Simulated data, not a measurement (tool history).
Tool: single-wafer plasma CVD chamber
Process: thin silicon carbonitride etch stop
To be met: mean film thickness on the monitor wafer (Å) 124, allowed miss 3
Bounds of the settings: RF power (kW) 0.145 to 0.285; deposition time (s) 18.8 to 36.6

run  hour  RF power (kW)  deposition time (s)  mean film thickness on the monitor wafer (Å)
  1     0          0.215                 27.7                                        154.55
  2   6.6           0.19                 27.7                                        147.39
  3  15.6           0.19                 31.4                                        169.19
  4  24.4           0.18                 31.4                                        164.71
  5  25.1            0.2                 31.4                                        171.69
  6  32.7            0.2                   35                                        191.78
  7  38.4          0.165                 30.6                                        157.99
  8  47.2           0.16                 28.8                                        145.84
  9  55.9          0.155                 27.7                                        137.63

Which of these 5 next moves meets every target?
  A  64.6           0.18                 24.8                                             ?
  B  64.6          0.145                 25.4                                             ?
  C  64.6          0.145                 30.6                                             ?
  D  64.6          0.145                 30.8                                             ?
  E  64.6          0.145                 27.4                                             ?

move  mean film thickness on the monitor wafer (Å)
   A                                        129.83
   B                                         123.5
   C                                        148.78
   D                                        149.76
   E                                        133.23
A: nearer than the last run, and not there yet
B: meets every target
C: further off than the last run
D: further off than the last run
E: nearer than the last run, and not there yet
Move B is the one to make.

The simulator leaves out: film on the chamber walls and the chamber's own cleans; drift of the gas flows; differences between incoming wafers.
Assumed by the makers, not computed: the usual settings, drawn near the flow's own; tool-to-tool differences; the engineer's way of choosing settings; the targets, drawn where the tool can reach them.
